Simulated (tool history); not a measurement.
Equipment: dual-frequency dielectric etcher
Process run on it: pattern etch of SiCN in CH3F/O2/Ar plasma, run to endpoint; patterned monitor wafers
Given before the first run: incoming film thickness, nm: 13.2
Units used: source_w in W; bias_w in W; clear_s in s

Run 1, hour 0.0: source_w 470 W, bias_w 79 W. Result: clear_s 34.793 s.
Run 2, hour 6.1: source_w 470 W, bias_w 74 W. Result: clear_s 35.898 s.
Run 3, hour 9.6: source_w 440 W, bias_w 72 W. Result: clear_s 37.257 s.
Run 4, hour 16.8: source_w 420 W, bias_w 71 W. Result: clear_s 37.390 s.
Run 5, hour 23.4: source_w 400 W, bias_w 68 W. Result: clear_s 38.508 s.
Run 6, hour 32.0: source_w 400 W, bias_w 75 W. Result: clear_s 36.838 s.

Forecast run 7:
Run 7, hour 37.7: source_w 390 W, bias_w 71 W. Result: clear_s ?.

{"run 7": {"clear_s": 38.19}}
